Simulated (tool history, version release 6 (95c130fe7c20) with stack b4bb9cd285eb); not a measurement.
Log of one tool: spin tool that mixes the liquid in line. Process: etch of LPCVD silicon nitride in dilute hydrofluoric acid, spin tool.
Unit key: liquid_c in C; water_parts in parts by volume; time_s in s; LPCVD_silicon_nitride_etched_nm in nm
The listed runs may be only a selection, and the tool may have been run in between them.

| run | day | liquid_c | water_parts | time_s | LPCVD_silicon_nitride_etched_nm |
|---|---|---|---|---|---|
| 1 | 0.000 | 23.0 | 45 | 75 | 0.63440 |
| 2 | 0.183 | 24.5 | 40 | 75 | 0.81038 |
| 3 | 0.338 | 25.5 | 40 | 75 | 0.87361 |
| 4 | 0.696 | 25.5 | 35 | 75 | 0.97551 |
| 5 | 0.925 | 22.5 | 35 | 75 | 0.78217 |
| 6 | 1.117 | 24.0 | 35 | 75 | 0.88862 |
| 7 | 1.138 | 28.0 | 30 | 75 | 1.35730 |

What will run 8 give?
| 8 | 1.242 | 28.0 | 30 | 75 | ? |

{"run 8": {"LPCVD_silicon_nitride_etched_nm": 1.3692}}
